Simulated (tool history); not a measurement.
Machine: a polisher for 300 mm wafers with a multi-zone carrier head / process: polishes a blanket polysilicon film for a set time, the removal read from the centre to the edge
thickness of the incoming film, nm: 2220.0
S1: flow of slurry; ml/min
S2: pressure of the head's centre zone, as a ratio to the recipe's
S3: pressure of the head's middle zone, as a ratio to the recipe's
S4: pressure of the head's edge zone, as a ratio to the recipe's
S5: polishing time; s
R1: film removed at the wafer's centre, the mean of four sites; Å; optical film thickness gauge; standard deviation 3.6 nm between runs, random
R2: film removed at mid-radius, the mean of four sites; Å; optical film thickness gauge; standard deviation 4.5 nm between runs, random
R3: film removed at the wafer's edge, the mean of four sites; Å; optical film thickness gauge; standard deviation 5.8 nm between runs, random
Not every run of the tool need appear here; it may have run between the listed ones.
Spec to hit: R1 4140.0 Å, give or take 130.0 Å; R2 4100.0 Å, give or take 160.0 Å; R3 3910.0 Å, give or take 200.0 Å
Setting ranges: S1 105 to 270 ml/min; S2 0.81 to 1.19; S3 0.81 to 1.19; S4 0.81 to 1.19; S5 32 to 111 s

| run | hour | S1 | S2 | S3 | S4 | S5 | R1 | R2 | R3 |
|---|---|---|---|---|---|---|---|---|---|
| 1 | 0.0 | 175 | 1.00 | 1.00 | 1.00 | 71 | 5295.0 | 5240.9 | 5196.7 |
| 2 | 8.7 | 175 | 1.00 | 1.00 | 1.00 | 81 | 6082.4 | 6008.2 | 5939.5 |
| 3 | 14.8 | 175 | 0.99 | 0.99 | 0.97 | 76 | 5670.4 | 5627.5 | 5511.4 |
| 4 | 18.5 | 175 | 0.99 | 0.98 | 0.95 | 72 | 5369.1 | 5180.5 | 5253.2 |
| 5 | 22.4 | 175 | 0.99 | 0.99 | 0.94 | 68 | 5092.5 | 4950.4 | 4840.0 |
| 6 | 30.6 | 175 | 0.94 | 0.99 | 0.94 | 68 | 4716.8 | 4950.9 | 4950.3 |
| 7 | 34.7 | 170 | 0.95 | 0.99 | 0.92 | 66 | 4695.5 | 4846.5 | 4643.2 |
| 8 | 37.1 | 165 | 0.95 | 0.98 | 0.90 | 65 | 4585.7 | 4650.0 | 4486.5 |
| 9 | 45.7 | 155 | 0.95 | 0.97 | 0.89 | 64 | 4460.0 | 4545.5 | 4461.5 |
| 10 | 46.3 | 155 | 0.95 | 0.97 | 0.88 | 63 | 4391.0 | 4366.0 | 4427.9 |
| 11 | 52.8 | 155 | 0.95 | 0.98 | 0.87 | 62 | 4332.3 | 4320.1 | 4240.0 |
| 12 | 61.0 | 150 | 0.95 | 0.98 | 0.86 | 62 | 4294.7 | 4345.5 | 4137.5 |
| 13 | 66.2 | 145 | 0.95 | 0.98 | 0.85 | 62 | 4307.0 | 4263.2 | 4197.5 |
| 14 | 69.6 | 145 | 0.95 | 0.99 | 0.84 | 62 | 4294.6 | 4404.7 | 4061.2 |
| 15 | 73.2 | 140 | 0.95 | 0.99 | 0.83 | 62 | 4163.9 | 4204.4 | 4036.6 |
| 16 | 75.5 | 135 | 0.96 | 0.99 | 0.82 | 62 | 4239.8 | 4288.1 | 3959.3 |

Consider the 4 candidate settings below. Which is the only one whose results all fall within their allowed miss of target?
| A | 77.8 | 135 | 0.98 | 0.96 | 0.81 | 63 | ? | ? | ? |
| B | 77.8 | 140 | 0.98 | 1.09 | 0.81 | 61 | ? | ? | ? |
| C | 77.8 | 125 | 0.97 | 0.98 | 0.81 | 61 | ? | ? | ? |
| D | 77.8 | 145 | 0.93 | 1.04 | 0.84 | 62 | ? | ? | ? |

| move | R1 | R2 | R3 |
|---|---|---|---|
| A | 4388.1 | 4312.0 | 4110.3 |
| B | 4290.6 | 4686.0 | 3995.1 |
| C | 4122.5 | 4174.2 | 3929.8 |
| D | 4169.4 | 4610.5 | 4150.3 |
A: further off than the last run
B: further off than the last run
C: meets every target
D: further off than the last run
Correct choice: C, which meets every target
